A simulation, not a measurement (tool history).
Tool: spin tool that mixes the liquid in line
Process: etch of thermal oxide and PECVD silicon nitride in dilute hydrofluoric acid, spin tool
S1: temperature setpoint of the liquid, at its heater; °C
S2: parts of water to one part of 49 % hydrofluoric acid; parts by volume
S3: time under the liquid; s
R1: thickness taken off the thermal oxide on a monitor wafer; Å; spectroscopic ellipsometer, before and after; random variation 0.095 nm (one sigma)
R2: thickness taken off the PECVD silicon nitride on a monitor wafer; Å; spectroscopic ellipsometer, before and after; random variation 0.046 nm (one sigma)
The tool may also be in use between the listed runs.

run  hour    S1   S2   S3      R1      R2
  1     0    23  215  180  40.053  35.382
  2   7.5  22.5  185  175  45.538  39.156
  3  11.6    22  160  170  51.093  42.016
  4  16.9    22  235  170  33.013  28.695
     24.9  -- hydrofluoric acid flow meter replaced
  5  24.9  21.5  200  165  33.991   29.64
  6  27.2  21.5  200   95  20.061  17.121
  7  29.3    22  170  100  26.258  21.697
  8  30.4  22.5  150  100  31.121   25.69
  9  32.6    23  130  100  37.477  30.398
 10  40.4  23.5  115   95  41.143  33.101

Run 11 comes next. What will it give?
 11  41.5  24  100  95   ?   ?

{"run 11": {"R1": 50.044, "R2": 39.679}}
